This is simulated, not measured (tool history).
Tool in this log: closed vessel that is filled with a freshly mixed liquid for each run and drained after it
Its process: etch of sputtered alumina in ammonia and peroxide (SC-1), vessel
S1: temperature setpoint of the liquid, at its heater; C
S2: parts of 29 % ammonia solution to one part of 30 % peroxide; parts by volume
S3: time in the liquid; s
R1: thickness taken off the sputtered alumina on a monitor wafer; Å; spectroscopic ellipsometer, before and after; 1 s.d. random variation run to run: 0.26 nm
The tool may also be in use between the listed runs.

{"run": 1, "day": 0.0, "S1": 62.0, "S2": 0.65, "S3": 830, "R1": 508.57}
{"run": 2, "day": 0.225, "S1": 57.5, "S2": 0.65, "S3": 830, "R1": 400.7}
{"run": 3, "day": 0.375, "S1": 62.0, "S2": 0.65, "S3": 830, "R1": 505.43}
{"run": 4, "day": 0.708, "S1": 59.5, "S2": 0.65, "S3": 830, "R1": 445.2}
{"run": 5, "day": 0.788, "S1": 57.5, "S2": 0.65, "S3": 830, "R1": 396.94}
{"run": 6, "day": 1.054, "S1": 56.0, "S2": 0.65, "S3": 830, "R1": 374.55}

Expected results for the next run?
{"run": 7, "day": 1.3, "S1": 50.0, "S2": 0.65, "S3": 830, "R1": "?"}

{"run 7": {"R1": 269.87}}
